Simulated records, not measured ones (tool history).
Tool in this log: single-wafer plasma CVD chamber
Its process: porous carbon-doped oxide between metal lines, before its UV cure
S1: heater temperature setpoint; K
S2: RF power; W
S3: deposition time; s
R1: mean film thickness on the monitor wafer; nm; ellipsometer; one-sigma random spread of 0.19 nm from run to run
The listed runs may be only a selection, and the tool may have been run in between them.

Run 1, hour 0: S1 558.15 K, S2 485 W, S3 22.1 s. Result: R1 117.42 nm.
Run 2, hour 4.9: S1 558.15 K, S2 450 W, S3 22.1 s. Result: R1 108.5 nm.
Run 3, hour 7.1: S1 558.15 K, S2 450 W, S3 21.1 s. Result: R1 103.61 nm.
Run 4, hour 7.8: S1 562.15 K, S2 450 W, S3 21.1 s. Result: R1 100.52 nm.
Run 5, hour 15.2: S1 562.15 K, S2 450 W, S3 22.1 s. Result: R1 105.42 nm.
Run 6, hour 18.1: S1 558.15 K, S2 450 W, S3 22.1 s. Result: R1 108.57 nm.
Run 7, hour 22.4: S1 563.15 K, S2 450 W, S3 22.1 s. Result: R1 104.83 nm.
Run 8, hour 30.6: S1 567.15 K, S2 450 W, S3 22.1 s. Result: R1 101.89 nm.
Run 9, hour 37.7: S1 570.15 K, S2 450 W, S3 22.1 s. Result: R1 100.16 nm.
Run 10, hour 42.5: S1 573.15 K, S2 450 W, S3 22.1 s. Result: R1 98.439 nm.
Run 11, hour 48.6: S1 575.15 K, S2 450 W, S3 22.1 s. Result: R1 96.573 nm.

Forecast run 12:
Run 12, hour 55.7: S1 576.15 K, S2 450 W, S3 22.1 s. Result: R1 ?.

Run 12 produced R1 96.249 nm.

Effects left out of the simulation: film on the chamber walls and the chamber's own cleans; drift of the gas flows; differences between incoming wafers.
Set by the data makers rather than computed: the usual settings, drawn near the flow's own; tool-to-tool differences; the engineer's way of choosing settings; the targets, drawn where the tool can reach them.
